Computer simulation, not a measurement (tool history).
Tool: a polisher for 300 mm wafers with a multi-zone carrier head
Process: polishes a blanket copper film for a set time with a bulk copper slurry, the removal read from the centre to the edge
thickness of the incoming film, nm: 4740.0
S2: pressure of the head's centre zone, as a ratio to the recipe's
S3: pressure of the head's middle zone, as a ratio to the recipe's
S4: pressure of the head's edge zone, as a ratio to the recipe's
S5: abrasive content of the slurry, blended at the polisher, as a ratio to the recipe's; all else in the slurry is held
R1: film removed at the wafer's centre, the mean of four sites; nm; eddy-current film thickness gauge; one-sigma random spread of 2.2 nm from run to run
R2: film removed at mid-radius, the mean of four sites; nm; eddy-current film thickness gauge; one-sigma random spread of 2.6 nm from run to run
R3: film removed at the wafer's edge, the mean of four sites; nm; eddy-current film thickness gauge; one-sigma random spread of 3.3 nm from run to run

Run 1, hour 0.0: flow of slurry (ml/min) 190, S2 1.00, S3 1.00, S4 1.00, S5 1.00, polishing time (s) 31. Result: R1 213.39 nm, R2 205.81 nm, R3 206.57 nm.
Run 2, hour 8.3: flow of slurry (ml/min) 190, S2 1.00, S3 1.03, S4 1.00, S5 1.00, polishing time (s) 31. Result: R1 212.56 nm, R2 217.48 nm, R3 211.33 nm.
Run 3, hour 16.6: flow of slurry (ml/min) 190, S2 1.00, S3 1.03, S4 1.00, S5 1.00, polishing time (s) 39. Result: R1 266.86 nm, R2 275.57 nm, R3 267.98 nm.
Run 4, hour 20.4: flow of slurry (ml/min) 190, S2 1.00, S3 1.03, S4 1.00, S5 1.20, polishing time (s) 39. Result: R1 278.09 nm, R2 288.53 nm, R3 274.99 nm.
Run 5, hour 26.3: flow of slurry (ml/min) 190, S2 1.00, S3 1.03, S4 1.00, S5 1.20, polishing time (s) 36. Result: R1 257.03 nm, R2 256.24 nm, R3 249.58 nm.
Run 6, hour 27.2: flow of slurry (ml/min) 185, S2 1.00, S3 1.02, S4 0.99, S5 1.20, polishing time (s) 36. Result: R1 256.74 nm, R2 262.05 nm, R3 255.10 nm.
Run 7, hour 35.9: flow of slurry (ml/min) 190, S2 1.01, S3 1.01, S4 0.99, S5 1.15, polishing time (s) 36. Result: R1 256.90 nm, R2 259.45 nm, R3 253.87 nm.
Run 8, hour 44.6: flow of slurry (ml/min) 195, S2 1.03, S3 1.01, S4 1.00, S5 1.10, polishing time (s) 36. Result: R1 260.13 nm, R2 252.78 nm, R3 250.89 nm.
Run 9, hour 51.0: flow of slurry (ml/min) 195, S2 1.04, S3 1.00, S4 0.99, S5 1.05, polishing time (s) 36. Result: R1 261.89 nm, R2 247.06 nm, R3 242.72 nm.
Run 10, hour 59.1: flow of slurry (ml/min) 195, S2 1.04, S3 0.99, S4 0.99, S5 1.05, polishing time (s) 36. Result: R1 261.21 nm, R2 248.29 nm, R3 243.74 nm.
Run 11, hour 60.7: flow of slurry (ml/min) 195, S2 1.04, S3 0.98, S4 0.99, S5 1.05, polishing time (s) 36. Result: R1 263.85 nm, R2 244.05 nm, R3 248.50 nm.
Run 12, hour 68.1: flow of slurry (ml/min) 195, S2 1.04, S3 0.98, S4 0.98, S5 1.00, polishing time (s) 36. Result: R1 257.20 nm, R2 241.20 nm, R3 240.75 nm.

For run 13, what comes out?
Run 13, hour 71.2: flow of slurry (ml/min) 195, S2 1.04, S3 0.97, S4 0.97, S5 1.00, polishing time (s) 36. Result: R1 ?, R2 ?, R3 ?.

Run 13 came out at R1 255.34 nm, R2 244.25 nm, R3 238.80 nm.
